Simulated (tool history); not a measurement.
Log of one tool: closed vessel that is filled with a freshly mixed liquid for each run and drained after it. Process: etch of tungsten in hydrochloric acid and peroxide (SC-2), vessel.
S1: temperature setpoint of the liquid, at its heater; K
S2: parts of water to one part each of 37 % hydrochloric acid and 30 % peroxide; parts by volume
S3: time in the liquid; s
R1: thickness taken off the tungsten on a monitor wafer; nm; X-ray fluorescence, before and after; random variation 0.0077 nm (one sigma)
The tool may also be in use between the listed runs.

Run 1, hour 0.0: S1 322.15 K, S2 5.5 parts by volume, S3 30 s. Result: R1 5.3474 nm.
Run 2, hour 3.2: S1 322.15 K, S2 4.0 parts by volume, S3 30 s. Result: R1 6.6547 nm.
Run 3, hour 5.7: S1 316.65 K, S2 4.0 parts by volume, S3 30 s. Result: R1 4.5661 nm.
Run 4, hour 14.4: S1 316.65 K, S2 4.0 parts by volume, S3 30 s. Result: R1 4.5972 nm.
Run 5, hour 21.2: S1 314.65 K, S2 5.0 parts by volume, S3 30 s. Result: R1 3.4026 nm.
Run 6, hour 28.0: S1 313.15 K, S2 5.5 parts by volume, S3 30 s. Result: R1 2.8548 nm.
Run 7, hour 37.2: S1 311.65 K, S2 6.0 parts by volume, S3 30 s. Result: R1 2.4016 nm.

The next listed run, before its measurement:
Run 8, hour 41.1: S1 310.65 K, S2 6.0 parts by volume, S3 30 s. Result: R1 ?.

R1: 2.2382 nm
